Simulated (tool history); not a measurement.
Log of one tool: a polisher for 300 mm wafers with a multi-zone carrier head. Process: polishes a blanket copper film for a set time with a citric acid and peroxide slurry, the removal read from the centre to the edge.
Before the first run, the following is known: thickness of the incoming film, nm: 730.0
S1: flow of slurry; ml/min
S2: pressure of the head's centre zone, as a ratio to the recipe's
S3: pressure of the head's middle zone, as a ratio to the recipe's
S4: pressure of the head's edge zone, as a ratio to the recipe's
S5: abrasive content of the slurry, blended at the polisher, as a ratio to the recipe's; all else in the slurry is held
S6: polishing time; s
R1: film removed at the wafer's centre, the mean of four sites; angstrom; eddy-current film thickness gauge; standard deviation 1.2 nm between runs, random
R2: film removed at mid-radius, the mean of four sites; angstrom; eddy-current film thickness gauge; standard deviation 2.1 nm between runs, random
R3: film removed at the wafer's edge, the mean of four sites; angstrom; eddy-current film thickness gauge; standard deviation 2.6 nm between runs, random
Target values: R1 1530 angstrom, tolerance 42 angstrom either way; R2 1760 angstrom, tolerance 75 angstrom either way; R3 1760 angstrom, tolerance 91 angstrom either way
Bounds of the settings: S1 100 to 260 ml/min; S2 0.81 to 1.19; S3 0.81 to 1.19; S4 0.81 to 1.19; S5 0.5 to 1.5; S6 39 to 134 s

Run 1, day 0: S1 165 ml/min, S2 1, S3 1, S4 1, S5 1, S6 86 s. Result: R1 1136.2 angstrom, R2 1160.7 angstrom, R3 1235.1 angstrom.
Run 2, day 0.325: S1 185 ml/min, S2 1, S3 1, S4 1, S5 1, S6 86 s. Result: R1 1179.6 angstrom, R2 1213.7 angstrom, R3 1224.8 angstrom.
Run 3, day 0.458: S1 180 ml/min, S2 1, S3 1.02, S4 1.02, S5 1.1, S6 89 s. Result: R1 1234.2 angstrom, R2 1291.1 angstrom, R3 1272.9 angstrom.
Run 4, day 0.562: S1 170 ml/min, S2 0.99, S3 1.03, S4 1.03, S5 1.15, S6 93 s. Result: R1 1286.5 angstrom, R2 1334.2 angstrom, R3 1353.1 angstrom.
Run 5, day 0.879: S1 170 ml/min, S2 0.99, S3 1.03, S4 1.03, S5 1.05, S6 93 s. Result: R1 1240.1 angstrom, R2 1329.2 angstrom, R3 1381.3 angstrom.
Run 6, day 1.025: S1 170 ml/min, S2 1, S3 1.05, S4 1.05, S5 1.05, S6 95 s. Result: R1 1286.1 angstrom, R2 1393.1 angstrom, R3 1358.3 angstrom.
Run 7, day 1.229: S1 170 ml/min, S2 0.99, S3 1.05, S4 1.05, S5 1.1, S6 97 s. Result: R1 1303.4 angstrom, R2 1431.9 angstrom, R3 1422.7 angstrom.
Run 8, day 1.517: S1 170 ml/min, S2 0.98, S3 1.05, S4 1.06, S5 1.15, S6 99 s. Result: R1 1341.2 angstrom, R2 1454.6 angstrom, R3 1485.2 angstrom.
Run 9, day 1.758: S1 175 ml/min, S2 0.97, S3 1.06, S4 1.07, S5 1.2, S6 100 s. Result: R1 1355 angstrom, R2 1506.2 angstrom, R3 1525.3 angstrom.
Run 10, day 1.842: S1 180 ml/min, S2 0.97, S3 1.06, S4 1.08, S5 1.25, S6 101 s. Result: R1 1384.9 angstrom, R2 1557.4 angstrom, R3 1578.9 angstrom.
Run 11, day 2.121: S1 185 ml/min, S2 0.97, S3 1.06, S4 1.09, S5 1.25, S6 101 s. Result: R1 1392.4 angstrom, R2 1575.4 angstrom, R3 1550 angstrom.
At day 2.371: centre zone pressure recalibrated.
Run 12, day 2.371: S1 185 ml/min, S2 0.97, S3 1.06, S4 1.09, S5 1.3, S6 102 s. Result: R1 1518.2 angstrom, R2 1640.5 angstrom, R3 1629.6 angstrom.
Run 13, day 2.467: S1 185 ml/min, S2 0.97, S3 1.06, S4 1.1, S5 1.3, S6 102 s. Result: R1 1526.8 angstrom, R2 1584.4 angstrom, R3 1611.9 angstrom.
Run 14, day 2.508: S1 185 ml/min, S2 0.96, S3 1.07, S4 1.11, S5 1.3, S6 103 s. Result: R1 1489.7 angstrom, R2 1627.4 angstrom, R3 1621.6 angstrom.
Run 15, day 2.567: S1 185 ml/min, S2 0.95, S3 1.07, S4 1.11, S5 1.3, S6 104 s. Result: R1 1514.4 angstrom, R2 1629.8 angstrom, R3 1610.1 angstrom.
Run 16, day 2.8: S1 180 ml/min, S2 0.97, S3 1.08, S4 1.1, S5 1.3, S6 104 s. Result: R1 1528.8 angstrom, R2 1651.6 angstrom, R3 1658.1 angstrom.
Run 17, day 3.092: S1 180 ml/min, S2 0.97, S3 1.08, S4 1.1, S5 1.3, S6 104 s. Result: R1 1539.9 angstrom, R2 1645.1 angstrom, R3 1648.5 angstrom.

Exactly one of the 5 candidate moves below puts every result within its allowed miss. Which one?
Run A, day 3.383: S1 125 ml/min, S2 0.9, S3 0.93, S4 1.12, S5 1.2, S6 126 s. Result: R1 ?, R2 ?, R3 ?.
Run B, day 3.383: S1 180 ml/min, S2 1.03, S3 1.06, S4 1.16, S5 1.15, S6 101 s. Result: R1 ?, R2 ?, R3 ?.
Run C, day 3.383: S1 110 ml/min, S2 0.93, S3 0.87, S4 1.17, S5 1.4, S6 120 s. Result: R1 ?, R2 ?, R3 ?.
Run D, day 3.383: S1 175 ml/min, S2 0.89, S3 1.05, S4 1.04, S5 1.3, S6 115 s. Result: R1 ?, R2 ?, R3 ?.
Run E, day 3.383: S1 100 ml/min, S2 0.95, S3 0.86, S4 1.09, S5 1.35, S6 117 s. Result: R1 ?, R2 ?, R3 ?.

move      R1      R2      R3
   A  1558.6  1613.3  1865.9
   B  1537.5  1534.7  1583.4
   C  1530.1  1456.6  1838.6
   D  1543.5  1773.4  1750.9
   E  1467.2  1359.5  1687.9
A: misses by more than the last run did
B: misses by more than the last run did
C: misses by more than the last run did
D: meets every target
E: misses by more than the last run did
D is the move that brings every result within its allowed miss.
